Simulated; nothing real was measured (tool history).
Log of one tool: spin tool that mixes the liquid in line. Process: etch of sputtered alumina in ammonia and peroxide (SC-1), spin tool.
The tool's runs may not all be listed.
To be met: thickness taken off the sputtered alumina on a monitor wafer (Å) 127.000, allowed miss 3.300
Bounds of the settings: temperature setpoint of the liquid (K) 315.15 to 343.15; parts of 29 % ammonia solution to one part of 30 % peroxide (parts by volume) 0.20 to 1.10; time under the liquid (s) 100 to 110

| run | hour | temperature setpoint of the liquid (K) | parts of 29 % ammonia solution to one part of 30 % peroxide (parts by volume) | time under the liquid (s) | thickness taken off the sputtered alumina on a monitor wafer (Å) |
|---|---|---|---|---|---|
| 1 | 0.0 | 331.15 | 0.60 | 100 | 104.060 |
| 2 | 0.8 | 327.65 | 0.60 | 100 | 85.998 |
| 3 | 8.7 | 328.65 | 0.60 | 100 | 90.604 |
| 4 | 14.5 | 329.65 | 0.60 | 100 | 97.435 |
| 5 | 16.6 | 329.65 | 0.60 | 110 | 105.710 |
| 6 | 17.6 | 330.15 | 0.60 | 110 | 109.850 |
| 7 | 18.9 | 330.65 | 0.60 | 110 | 110.790 |
| 8 | 19.8 | 331.15 | 0.60 | 110 | 114.930 |

4 next moves are on the table. One of them brings every result within its allowed miss. Which?
| A | 20.7 | 333.65 | 0.85 | 110 | ? |
| B | 20.7 | 334.15 | 0.60 | 110 | ? |
| C | 20.7 | 330.65 | 0.65 | 105 | ? |
| D | 20.7 | 332.65 | 0.80 | 110 | ? |

| move | thickness taken off the sputtered alumina on a monitor wafer (Å) |
|---|---|
| A | 133.640 |
| B | 132.650 |
| C | 106.500 |
| D | 126.220 |
A: takes the result that was furthest off past its target
B: takes the result that was furthest off past its target
C: further off than the last run
D: meets every target
Answer: D
